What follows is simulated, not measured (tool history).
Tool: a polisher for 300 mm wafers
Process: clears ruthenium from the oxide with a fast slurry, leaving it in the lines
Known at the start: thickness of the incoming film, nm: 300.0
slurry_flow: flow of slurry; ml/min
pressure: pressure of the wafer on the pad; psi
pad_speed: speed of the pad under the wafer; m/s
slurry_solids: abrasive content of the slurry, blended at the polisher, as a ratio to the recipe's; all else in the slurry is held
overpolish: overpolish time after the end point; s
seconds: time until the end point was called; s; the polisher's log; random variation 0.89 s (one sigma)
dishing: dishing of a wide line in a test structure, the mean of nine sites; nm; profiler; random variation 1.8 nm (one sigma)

| run | hour | slurry_flow | pressure | pad_speed | slurry_solids | overpolish | seconds | dishing |
|---|---|---|---|---|---|---|---|---|
| 1 | 0.0 | 260 | 2.4 | 0.96 | 1.0 | 14 | 71.937 | 50.693 |
| 2 | 2.6 | 285 | 2.4 | 0.96 | 1.0 | 14 | 74.755 | 51.819 |
| 3 | 7.9 | 285 | 2.4 | 0.96 | 1.0 | 11 | 71.888 | 40.814 |
| 4 | 15.7 | 285 | 2.6 | 1.04 | 1.0 | 13 | 61.677 | 57.425 |
| 5 | 18.0 | 285 | 2.6 | 1.04 | 1.2 | 13 | 56.820 | 58.178 |
| 6 | 19.5 | 285 | 2.6 | 1.04 | 1.4 | 13 | 56.350 | 61.458 |
| 7 | 25.3 | 285 | 2.7 | 1.04 | 1.4 | 15 | 52.648 | 72.760 |
| 8 | 32.4 | 285 | 2.7 | 1.04 | 1.4 | 17 | 51.720 | 82.507 |
| 9 | 35.9 | 285 | 2.7 | 1.04 | 1.4 | 18 | 51.498 | 84.009 |

Run 10 comes next. What will it give?
| 10 | 43.5 | 285 | 2.7 | 1.04 | 1.4 | 19 | ? | ? |

seconds: 53.940 s
dishing: 88.195 nm

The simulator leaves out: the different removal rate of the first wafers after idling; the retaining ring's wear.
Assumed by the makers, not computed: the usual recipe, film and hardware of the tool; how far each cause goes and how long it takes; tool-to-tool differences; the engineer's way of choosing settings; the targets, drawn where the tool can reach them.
